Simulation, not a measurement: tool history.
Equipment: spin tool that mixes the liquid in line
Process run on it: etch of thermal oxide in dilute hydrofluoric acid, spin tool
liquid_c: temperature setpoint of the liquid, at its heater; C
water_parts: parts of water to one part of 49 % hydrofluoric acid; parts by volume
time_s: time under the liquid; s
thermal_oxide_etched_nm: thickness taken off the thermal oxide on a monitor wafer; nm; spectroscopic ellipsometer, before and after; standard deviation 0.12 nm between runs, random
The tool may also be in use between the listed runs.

{"run": 1, "day": 0.0, "liquid_c": 21, "water_parts": 110, "time_s": 315, "thermal_oxide_etched_nm": 11.818}
{"run": 2, "day": 0.267, "liquid_c": 24, "water_parts": 110, "time_s": 315, "thermal_oxide_etched_nm": 13.13}
{"run": 3, "day": 0.296, "liquid_c": 24, "water_parts": 110, "time_s": 315, "thermal_oxide_etched_nm": 13.286}
{"run": 4, "day": 0.525, "liquid_c": 25, "water_parts": 110, "time_s": 315, "thermal_oxide_etched_nm": 13.878}
{"run": 5, "day": 0.567, "liquid_c": 25, "water_parts": 90, "time_s": 315, "thermal_oxide_etched_nm": 17.369}
{"run": 6, "day": 0.704, "liquid_c": 25, "water_parts": 90, "time_s": 315, "thermal_oxide_etched_nm": 17.245}

Run 7 has not been measured yet. What should we expect?
{"run": 7, "day": 1.046, "liquid_c": 24.5, "water_parts": 90, "time_s": 315, "thermal_oxide_etched_nm": "?"}

Run 7 gave thermal_oxide_etched_nm 16.703 nm.

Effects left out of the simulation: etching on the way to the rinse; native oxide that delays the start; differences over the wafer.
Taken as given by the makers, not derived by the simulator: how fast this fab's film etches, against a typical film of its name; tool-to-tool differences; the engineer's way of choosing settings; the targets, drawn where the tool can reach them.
